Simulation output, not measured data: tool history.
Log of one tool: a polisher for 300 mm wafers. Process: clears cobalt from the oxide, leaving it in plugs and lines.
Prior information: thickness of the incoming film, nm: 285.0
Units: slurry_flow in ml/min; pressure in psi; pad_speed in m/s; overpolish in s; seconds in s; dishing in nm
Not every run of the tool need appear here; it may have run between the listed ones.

run,hour,slurry_flow,pressure,pad_speed,overpolish,seconds,dishing
1,0,135,1.3,0.92,11,75.888,22.857
2,0.8,135,1.4,0.92,9,72.087,21.631
3,8.6,135,1.4,1.04,9,64.625,21.992
4,16.5,135,1.4,1.04,14,63.977,29.549
5,19.1,135,1.4,1.04,16,64,31.948
6,21,130,1.4,1.1,13,59.33,28.397
7,23.5,130,1.4,1.12,10,62.875,25.595
8,30.5,130,1.4,1.12,10,58.925,24.844
9,33.2,135,1.4,1.16,8,57.164,22.461
10,34.9,140,1.4,1.18,7,56.212,21.628
11,43.7,145,1.4,1.18,6,56.666,18.94
12,48.5,155,1.6,1.18,4,48.976,15.396
13,49.1,150,1.6,1.18,4,49.275,15.34

What will run 14 give?
14,50.1,145,1.6,1.2,4,?,?

seconds: 47.009 s
dishing: 16.154 nm
